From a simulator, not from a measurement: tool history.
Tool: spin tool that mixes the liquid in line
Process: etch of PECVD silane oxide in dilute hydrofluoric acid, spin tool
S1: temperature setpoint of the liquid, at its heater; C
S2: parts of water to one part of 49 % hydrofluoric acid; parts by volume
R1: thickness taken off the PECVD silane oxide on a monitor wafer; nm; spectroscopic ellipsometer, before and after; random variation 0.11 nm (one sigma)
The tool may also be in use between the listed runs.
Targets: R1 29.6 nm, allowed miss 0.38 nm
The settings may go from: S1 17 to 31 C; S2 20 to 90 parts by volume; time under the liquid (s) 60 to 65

{"run": 1, "hour": 0.0, "S1": 23, "S2": 50, "time under the liquid (s)": 60, "R1": 21.971}
{"run": 2, "hour": 2.4, "S1": 23, "S2": 60, "time under the liquid (s)": 60, "R1": 18.126}
{"run": 3, "hour": 6.2, "S1": 26.5, "S2": 60, "time under the liquid (s)": 60, "R1": 20.924}
{"run": 4, "hour": 9.6, "S1": 26.5, "S2": 60, "time under the liquid (s)": 65, "R1": 22.515}
{"run": 5, "hour": 13.2, "S1": 27, "S2": 60, "time under the liquid (s)": 65, "R1": 23.002}
{"run": 6, "hour": 16.6, "S1": 27, "S2": 45, "time under the liquid (s)": 65, "R1": 31.381}
{"run": 7, "hour": 17.2, "S1": 26.5, "S2": 45, "time under the liquid (s)": 65, "R1": 30.713}
{"run": 8, "hour": 22.5, "S1": 26, "S2": 45, "time under the liquid (s)": 65, "R1": 30.287}
{"run": 9, "hour": 28.9, "S1": 26, "S2": 45, "time under the liquid (s)": 65, "R1": 30.078}

5 next moves are on the table. One of them brings every result within its allowed miss. Which?
{"run": "A", "hour": 35.3, "S1": 23.5, "S2": 40, "time under the liquid (s)": 65, "R1": "?"}
{"run": "B", "hour": 35.3, "S1": 29, "S2": 45, "time under the liquid (s)": 60, "R1": "?"}
{"run": "C", "hour": 35.3, "S1": 30.5, "S2": 50, "time under the liquid (s)": 60, "R1": "?"}
{"run": "D", "hour": 35.3, "S1": 26.5, "S2": 45, "time under the liquid (s)": 65, "R1": "?"}
{"run": "E", "hour": 35.3, "S1": 28.5, "S2": 45, "time under the liquid (s)": 60, "R1": "?"}

move=A R1=30.771
move=B R1=31.358
move=C R1=29.712
move=D R1=30.729
move=E R1=30.74
A: further off than the last run
B: further off than the last run
C: meets every target
D: further off than the last run
E: further off than the last run
The right move is C.
